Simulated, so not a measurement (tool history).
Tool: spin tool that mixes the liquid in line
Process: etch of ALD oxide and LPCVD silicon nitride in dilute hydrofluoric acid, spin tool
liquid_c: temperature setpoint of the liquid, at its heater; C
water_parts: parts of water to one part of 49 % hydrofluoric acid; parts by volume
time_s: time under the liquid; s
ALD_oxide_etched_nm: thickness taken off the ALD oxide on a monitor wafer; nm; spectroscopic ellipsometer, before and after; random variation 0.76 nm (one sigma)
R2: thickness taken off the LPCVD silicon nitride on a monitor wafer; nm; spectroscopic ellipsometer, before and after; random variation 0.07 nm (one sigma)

run 1 hour=0.0 | liquid_c=21.0 water_parts=90 time_s=180 | ALD_oxide_etched_nm=42.740 R2=0.76111
run 2 hour=6.6 | liquid_c=22.5 water_parts=80 time_s=180 | ALD_oxide_etched_nm=50.734 R2=0.95267
run 3 hour=11.8 | liquid_c=23.0 water_parts=70 time_s=180 | ALD_oxide_etched_nm=61.754 R2=1.03880
run 4 hour=20.4 | liquid_c=25.0 water_parts=70 time_s=180 | ALD_oxide_etched_nm=64.836 R2=1.21170
run 5 hour=27.7 | liquid_c=25.0 water_parts=70 time_s=135 | ALD_oxide_etched_nm=49.327 R2=0.88264
run 6 hour=28.9 | liquid_c=25.0 water_parts=70 time_s=190 | ALD_oxide_etched_nm=69.581 R2=1.28570
run 7 hour=34.4 | liquid_c=26.0 water_parts=70 time_s=190 | ALD_oxide_etched_nm=71.737 R2=1.33580
run 8 hour=36.0 | liquid_c=26.5 water_parts=70 time_s=190 | ALD_oxide_etched_nm=72.433 R2=1.48230
run 9 hour=44.9 | liquid_c=26.5 water_parts=65 time_s=190 | ALD_oxide_etched_nm=79.901 R2=1.40550
run 10 hour=48.5 | liquid_c=27.0 water_parts=65 time_s=190 | ALD_oxide_etched_nm=81.474 R2=1.58480

Forecast run 11:
run 11 hour=49.3 | liquid_c=27.5 water_parts=65 time_s=190 | ALD_oxide_etched_nm=? R2=?

ALD_oxide_etched_nm: 82.768 nm
R2: 1.71090 nm
